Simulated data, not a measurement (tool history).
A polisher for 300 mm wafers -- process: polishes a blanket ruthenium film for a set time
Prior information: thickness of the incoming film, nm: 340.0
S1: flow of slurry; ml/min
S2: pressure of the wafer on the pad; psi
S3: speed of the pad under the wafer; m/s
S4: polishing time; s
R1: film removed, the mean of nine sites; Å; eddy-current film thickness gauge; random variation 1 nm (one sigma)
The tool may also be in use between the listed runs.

run 1 day=0.000 | S1=255 S2=2.2 S3=1.06 S4=83 | R1=1074.60
run 2 day=0.238 | S1=260 S2=2.3 S3=1.06 S4=83 | R1=1113.20
run 3 day=0.450 | S1=260 S2=2.3 S3=1.06 S4=83 | R1=1129.00
run 4 day=0.542 | S1=260 S2=2.3 S3=0.82 S4=83 | R1=870.61
run 5 day=0.879 | S1=300 S2=2.3 S3=0.82 S4=83 | R1=876.81
run 6 day=0.925 | S1=300 S2=2.4 S3=0.82 S4=83 | R1=921.78
run 7 day=1.271 | S1=300 S2=2.5 S3=0.82 S4=83 | R1=960.67
run 8 day=1.404 | S1=300 S2=2.6 S3=0.82 S4=83 | R1=998.65

Estimate the outcome of run 9 from the log above:
run 9 day=1.521 | S1=315 S2=3.2 S3=0.82 S4=83 | R1=?

{"run 9": {"R1": 1216.9}}
